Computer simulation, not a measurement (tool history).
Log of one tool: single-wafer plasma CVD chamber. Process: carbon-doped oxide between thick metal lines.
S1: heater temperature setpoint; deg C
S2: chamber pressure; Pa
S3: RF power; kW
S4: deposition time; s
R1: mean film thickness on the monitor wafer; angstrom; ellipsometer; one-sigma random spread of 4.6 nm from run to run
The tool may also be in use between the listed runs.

Run 1, day 0: S1 365 deg C, S2 927 Pa, S3 0.47 kW, S4 202 s. Result: R1 9325.1 angstrom.
Run 2, day 0.042: S1 365 deg C, S2 927 Pa, S3 0.47 kW, S4 209 s. Result: R1 9601.7 angstrom.
Run 3, day 0.304: S1 362 deg C, S2 969 Pa, S3 0.49 kW, S4 209 s. Result: R1 10069 angstrom.
Run 4, day 0.362: S1 358 deg C, S2 969 Pa, S3 0.49 kW, S4 209 s. Result: R1 10162 angstrom.
Run 5, day 0.617: S1 358 deg C, S2 969 Pa, S3 0.49 kW, S4 202 s. Result: R1 9875.8 angstrom.
Run 6, day 0.979: S1 358 deg C, S2 969 Pa, S3 0.49 kW, S4 202 s. Result: R1 9868.3 angstrom.
Run 7, day 1.133: S1 355 deg C, S2 1012 Pa, S3 0.5 kW, S4 202 s. Result: R1 10257 angstrom.
Run 8, day 1.354: S1 352 deg C, S2 1040 Pa, S3 0.5 kW, S4 202 s. Result: R1 10318 angstrom.

Run 9 is up next; what results do you expect?
Run 9, day 1.392: S1 350 deg C, S2 1075 Pa, S3 0.505 kW, S4 202 s. Result: R1 ?.

{"run 9": {"R1": 10513}}
